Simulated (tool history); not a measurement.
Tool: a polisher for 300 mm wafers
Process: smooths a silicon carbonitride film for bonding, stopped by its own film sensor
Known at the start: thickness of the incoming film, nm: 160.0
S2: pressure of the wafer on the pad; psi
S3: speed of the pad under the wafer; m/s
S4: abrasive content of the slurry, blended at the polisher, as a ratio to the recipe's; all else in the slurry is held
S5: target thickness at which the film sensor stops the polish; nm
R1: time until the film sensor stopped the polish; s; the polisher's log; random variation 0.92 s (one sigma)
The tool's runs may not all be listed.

{"run": 1, "hour": 0.0, "flow of slurry (ml/min)": 315, "S2": 2.7, "S3": 1.16, "S4": 1.0, "S5": 134, "R1": 60.784}
{"run": 2, "hour": 8.2, "flow of slurry (ml/min)": 315, "S2": 2.7, "S3": 1.02, "S4": 1.0, "S5": 134, "R1": 66.663}
{"run": 3, "hour": 10.6, "flow of slurry (ml/min)": 315, "S2": 2.3, "S3": 1.02, "S4": 1.0, "S5": 134, "R1": 79.781}
{"run": 4, "hour": 16.4, "flow of slurry (ml/min)": 315, "S2": 2.3, "S3": 1.02, "S4": 1.0, "S5": 136, "R1": 72.314}
{"run": 5, "hour": 19.7, "flow of slurry (ml/min)": 315, "S2": 2.0, "S3": 1.0, "S4": 1.0, "S5": 136, "R1": 85.576}
{"run": 6, "hour": 20.4, "flow of slurry (ml/min)": 315, "S2": 1.8, "S3": 1.0, "S4": 1.0, "S5": 136, "R1": 94.169}
{"run": 7, "hour": 24.9, "flow of slurry (ml/min)": 315, "S2": 1.7, "S3": 1.0, "S4": 1.0, "S5": 136, "R1": 98.811}

Forecast run 8:
{"run": 8, "hour": 26.3, "flow of slurry (ml/min)": 315, "S2": 1.5, "S3": 1.0, "S4": 1.0, "S5": 136, "R1": "?"}

{"run 8": {"R1": 110.45}}
